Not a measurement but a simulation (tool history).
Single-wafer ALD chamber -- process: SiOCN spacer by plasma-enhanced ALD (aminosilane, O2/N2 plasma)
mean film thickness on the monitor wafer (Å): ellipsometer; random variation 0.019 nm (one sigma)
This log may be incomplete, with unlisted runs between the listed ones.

run  hour  heater temperature setpoint (°C)  number of ALD cycles (cycles)  mean film thickness on the monitor wafer (Å)
  1     0                               410                             50                                        31.196
  2   8.2                               408                             51                                        32.153
  3  16.8                               406                             52                                        33.043
  4  19.3                               406                             55                                        34.422
  5  20.7                               404                             55                                        34.801
  6  26.3                               398                             55                                        35.467
  7  35.2                               397                             55                                        35.024

Expected results for the next run?
  8  39.2                               397                             56                                             ?

Run 8 produced mean film thickness on the monitor wafer (Å) 35.977.
